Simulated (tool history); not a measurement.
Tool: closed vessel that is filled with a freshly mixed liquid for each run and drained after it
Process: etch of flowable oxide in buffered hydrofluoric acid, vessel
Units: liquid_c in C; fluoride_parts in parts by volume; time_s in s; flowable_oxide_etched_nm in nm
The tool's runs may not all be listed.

run	day	liquid_c	fluoride_parts	time_s	flowable_oxide_etched_nm
1	0	20	19	105	125.67
2	0.083	20	19	110	132.65
3	0.154	20	19	110	133.1
4	0.354	20	19	110	136.09
5	0.533	20	14	110	183.08
6	0.612	20.5	14	110	188.66
7	0.804	20.5	14	110	184.45

Run 8 comes next. What will it give?
8	0.883	21	14	110	?

{"run 8": {"flowable_oxide_etched_nm": 191.02}}
